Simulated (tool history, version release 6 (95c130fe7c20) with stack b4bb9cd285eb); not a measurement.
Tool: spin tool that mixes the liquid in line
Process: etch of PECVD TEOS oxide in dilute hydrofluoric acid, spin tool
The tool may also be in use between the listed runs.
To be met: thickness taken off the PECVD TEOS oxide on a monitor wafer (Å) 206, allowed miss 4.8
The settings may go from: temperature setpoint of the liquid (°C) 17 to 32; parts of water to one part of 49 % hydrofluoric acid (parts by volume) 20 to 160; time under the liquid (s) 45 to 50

run	hour	temperature setpoint of the liquid (°C)	parts of water to one part of 49 % hydrofluoric acid (parts by volume)	time under the liquid (s)	thickness taken off the PECVD TEOS oxide on a monitor wafer (Å)
1	0	24	90	45	86.131
2	0.7	25.5	80	45	106.67
3	9.2	25.5	80	45	106.2
4	13.9	26.5	75	45	117.86
5	17.8	27.5	70	45	133.08
6	21.4	28.5	65	45	147.51
7	28.7	29	60	45	166.83
8	36.2	29.5	60	45	169.54
9	37.1	30	60	45	172.76
10	41	30.5	60	45	176.12
11	42.6	31	60	45	180.24

5 next moves are on the table. One of them brings every result within its allowed miss. Which?
A	44.2	25	50	50	?
B	44.2	30.5	55	45	?
C	44.2	28.5	55	50	?
D	44.2	31	55	45	?
E	44.2	29.5	55	50	?

move	thickness taken off the PECVD TEOS oxide on a monitor wafer (Å)
A	190.81
B	192.98
C	198.25
D	196.77
E	206.21
A: nearer than the last run, and not there yet
B: nearer than the last run, and not there yet
C: nearer than the last run, and not there yet
D: nearer than the last run, and not there yet
E: meets every target
Move E is the one to make.
